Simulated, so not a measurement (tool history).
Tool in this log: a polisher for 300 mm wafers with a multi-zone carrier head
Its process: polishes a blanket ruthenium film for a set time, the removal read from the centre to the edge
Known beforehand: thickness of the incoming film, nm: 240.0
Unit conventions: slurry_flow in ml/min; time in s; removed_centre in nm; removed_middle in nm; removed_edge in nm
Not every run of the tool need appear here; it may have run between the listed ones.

run 1 hour=0.0 | slurry_flow=190 centre_zone=1.00 middle_zone=1.00 edge_zone=1.00 time=73 | removed_centre=81.355 removed_middle=90.348 removed_edge=88.826
run 2 hour=2.2 | slurry_flow=190 centre_zone=1.00 middle_zone=0.95 edge_zone=1.00 time=73 | removed_centre=80.053 removed_middle=85.349 removed_edge=88.428
run 3 hour=6.5 | slurry_flow=185 centre_zone=1.01 middle_zone=0.97 edge_zone=0.94 time=69 | removed_centre=76.120 removed_middle=82.057 removed_edge=81.143
run 4 hour=13.4 | slurry_flow=225 centre_zone=1.01 middle_zone=0.97 edge_zone=0.94 time=69 | removed_centre=78.961 removed_middle=83.645 removed_edge=82.195
run 5 hour=16.1 | slurry_flow=225 centre_zone=0.95 middle_zone=0.97 edge_zone=0.94 time=69 | removed_centre=73.448 removed_middle=83.185 removed_edge=80.983
run 6 hour=21.5 | slurry_flow=265 centre_zone=0.95 middle_zone=0.97 edge_zone=0.94 time=69 | removed_centre=75.661 removed_middle=85.808 removed_edge=82.983
run 7 hour=24.8 | slurry_flow=255 centre_zone=0.97 middle_zone=0.98 edge_zone=0.90 time=66 | removed_centre=73.433 removed_middle=84.381 removed_edge=78.640

Run 8 is up next; what results do you expect?
run 8 hour=29.6 | slurry_flow=245 centre_zone=1.00 middle_zone=0.98 edge_zone=0.87 time=63 | removed_centre=? removed_middle=? removed_edge=?

Run 8 yielded removed_centre 72.473 nm, removed_middle 80.659 nm, removed_edge 72.559 nm.

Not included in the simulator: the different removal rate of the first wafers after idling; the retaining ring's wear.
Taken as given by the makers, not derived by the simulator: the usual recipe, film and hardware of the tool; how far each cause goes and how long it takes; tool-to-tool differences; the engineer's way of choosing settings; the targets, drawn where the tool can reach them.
